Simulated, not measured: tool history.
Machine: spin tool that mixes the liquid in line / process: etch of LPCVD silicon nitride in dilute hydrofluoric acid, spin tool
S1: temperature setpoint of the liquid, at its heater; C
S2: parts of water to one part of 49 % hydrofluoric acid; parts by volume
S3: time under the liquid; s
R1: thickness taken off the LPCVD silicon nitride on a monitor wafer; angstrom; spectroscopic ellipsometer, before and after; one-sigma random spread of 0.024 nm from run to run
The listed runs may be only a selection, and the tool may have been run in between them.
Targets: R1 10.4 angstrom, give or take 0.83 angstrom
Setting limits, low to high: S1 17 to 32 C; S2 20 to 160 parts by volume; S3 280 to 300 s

run  hour    S1  S2   S3      R1
  1     0    24  90  280   14.24
  2   1.7  23.5  90  280  13.015
  3   3.3  23.5  90  280  13.757
  4   4.4  23.5  90  300  14.013
  5  12.5    23  90  300    14.4
  6  16.8  22.5  90  300  14.388
  7  22.8    22  95  300  12.767
  8  28.8  21.5  95  300  12.197
  9    35    21  95  300  11.355
 10  35.6  20.5  95  300  11.426

Consider the 4 candidate settings below. Which is the only one whose results all fall within their allowed miss of target?
  A  36.2  17.5   95  280   ?
  B  36.2    19   85  280   ?
  C  36.2    20   80  300   ?
  D  36.2    19  105  285   ?

move      R1
   A  8.5799
   B  10.607
   C  12.915
   D  8.7888
A: moves the result that the last run missed by most past its target, out the other side
B: each result inside its tolerance
C: further off than the last run
D: moves the result that the last run missed by most past its target, out the other side
B is the move that brings every result within its allowed miss.

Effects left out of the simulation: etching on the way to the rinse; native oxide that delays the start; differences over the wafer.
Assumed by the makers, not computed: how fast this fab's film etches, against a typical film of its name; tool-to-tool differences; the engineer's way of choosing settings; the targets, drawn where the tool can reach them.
